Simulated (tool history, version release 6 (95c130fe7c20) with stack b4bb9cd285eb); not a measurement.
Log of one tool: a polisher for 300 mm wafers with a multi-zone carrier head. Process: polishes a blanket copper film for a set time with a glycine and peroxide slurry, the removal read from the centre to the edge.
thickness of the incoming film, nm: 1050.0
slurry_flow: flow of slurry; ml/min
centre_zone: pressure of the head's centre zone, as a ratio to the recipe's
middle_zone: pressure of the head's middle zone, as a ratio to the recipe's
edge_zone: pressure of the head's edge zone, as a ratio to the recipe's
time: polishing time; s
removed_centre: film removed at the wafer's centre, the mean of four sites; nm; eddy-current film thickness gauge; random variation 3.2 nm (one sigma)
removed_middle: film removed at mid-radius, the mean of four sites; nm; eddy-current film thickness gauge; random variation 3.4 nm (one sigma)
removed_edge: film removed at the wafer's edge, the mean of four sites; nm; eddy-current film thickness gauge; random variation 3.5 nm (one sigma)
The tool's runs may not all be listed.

run,hour,slurry_flow,centre_zone,middle_zone,edge_zone,time,removed_centre,removed_middle,removed_edge
1,0.0,245,1.00,1.00,1.00,68,351.03,342.69,337.34
2,8.4,245,1.00,0.92,1.00,68,342.94,323.38,343.23
3,12.9,240,0.97,0.94,1.01,68,332.24,322.69,339.47
4,19.4,240,1.03,0.94,1.01,68,359.49,321.38,332.80
5,25.7,240,1.03,0.94,1.08,68,356.83,325.02,353.14
6,27.3,240,1.03,0.86,1.08,68,351.80,299.64,352.16
7,34.7,230,0.93,0.96,1.06,67,307.31,316.77,335.73
8,38.6,235,0.92,0.98,1.06,67,310.76,328.34,341.61

Forecast run 9:
# hour 40.4: worn pad replaced by a new one
9,40.4,235,0.91,0.99,1.06,67,?,?,?

Run 9 gave removed_centre 327.93 nm, removed_middle 360.49 nm, removed_edge 361.42 nm.

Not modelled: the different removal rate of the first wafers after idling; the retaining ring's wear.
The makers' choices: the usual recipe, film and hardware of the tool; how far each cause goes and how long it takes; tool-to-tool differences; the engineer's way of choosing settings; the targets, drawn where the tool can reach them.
